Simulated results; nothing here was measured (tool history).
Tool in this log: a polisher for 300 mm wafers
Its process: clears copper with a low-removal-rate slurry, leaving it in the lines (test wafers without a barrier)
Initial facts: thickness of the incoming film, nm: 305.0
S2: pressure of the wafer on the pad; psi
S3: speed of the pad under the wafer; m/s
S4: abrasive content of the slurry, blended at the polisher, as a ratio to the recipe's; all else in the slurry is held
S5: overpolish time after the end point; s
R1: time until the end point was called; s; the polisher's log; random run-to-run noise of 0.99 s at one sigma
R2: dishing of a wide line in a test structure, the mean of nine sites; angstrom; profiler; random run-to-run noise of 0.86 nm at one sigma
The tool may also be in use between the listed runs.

{"run": 1, "hour": 0.0, "flow of slurry (ml/min)": 260, "S2": 2.5, "S3": 0.92, "S4": 1, "S5": 14, "R1": 120.17, "R2": 259.52}
{"run": 2, "hour": 5.8, "flow of slurry (ml/min)": 260, "S2": 2.5, "S3": 0.92, "S4": 1.1, "S5": 14, "R1": 121.27, "R2": 269}
{"run": 3, "hour": 9.6, "flow of slurry (ml/min)": 260, "S2": 2.5, "S3": 1, "S4": 1.1, "S5": 14, "R1": 113.93, "R2": 291.64}
{"run": 4, "hour": 12.1, "flow of slurry (ml/min)": 260, "S2": 2.8, "S3": 1.04, "S4": 1.15, "S5": 15, "R1": 93.523, "R2": 347.58}
{"run": 5, "hour": 20.6, "flow of slurry (ml/min)": 260, "S2": 2.8, "S3": 1.16, "S4": 1.15, "S5": 15, "R1": 86.854, "R2": 383.57}
{"run": 6, "hour": 25.7, "flow of slurry (ml/min)": 260, "S2": 2.8, "S3": 1.16, "S4": 1.25, "S5": 15, "R1": 84.403, "R2": 390.5}

Estimate the outcome of run 7 from the log above:
{"run": 7, "hour": 30.8, "flow of slurry (ml/min)": 260, "S2": 2.9, "S3": 1.18, "S4": 1.25, "S5": 17, "R1": "?", "R2": "?"}

R1: 81.007 s
R2: 443.65 angstrom
